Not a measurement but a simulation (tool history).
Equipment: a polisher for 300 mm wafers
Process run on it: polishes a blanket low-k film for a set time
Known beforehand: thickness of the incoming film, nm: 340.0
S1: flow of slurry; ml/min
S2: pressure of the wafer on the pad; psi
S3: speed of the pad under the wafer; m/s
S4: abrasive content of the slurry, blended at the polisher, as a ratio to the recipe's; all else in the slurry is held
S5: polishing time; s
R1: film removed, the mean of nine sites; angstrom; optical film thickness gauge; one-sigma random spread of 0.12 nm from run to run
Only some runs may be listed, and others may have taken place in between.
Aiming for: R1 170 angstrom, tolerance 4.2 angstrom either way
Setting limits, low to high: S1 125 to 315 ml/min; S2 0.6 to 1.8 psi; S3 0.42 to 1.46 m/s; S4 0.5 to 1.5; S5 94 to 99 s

run  hour   S1   S2    S3   S4  S5      R1
  1     0  205  1.2  0.94    1  94  250.17
  2   2.1  205  1.2  0.94    1  94  253.05
  3   7.8  200  1.1  0.94    1  94   229.9
  4  13.8  200  1.1  0.94  0.9  94  214.27
  5  17.6  195    1  0.94  0.9  94  194.01
  6  19.7  190    1  0.94  0.9  94  193.87
  7  24.7  185    1  0.94  0.9  94  191.24
  8  28.8  175    1  0.94  0.9  94  191.36

Consider the 4 candidate settings below. Which is the only one whose results all fall within their allowed miss of target?
  A  32.9  155    1  0.98   0.8  95   ?
  B  32.9  180  0.9   0.9  0.85  94   ?
  C  32.9  200  0.9  0.82     1  94   ?
  D  32.9  195  1.1  0.92  0.85  99   ?

move      R1
   A  175.14
   B   158.6
   C  169.39
   D   208.9
A: moves toward the targets from the last run without getting all of them in spec
B: moves the result that the last run missed by most past its target, out the other side
C: each result inside its tolerance
D: further off than the last run
The right move is C.
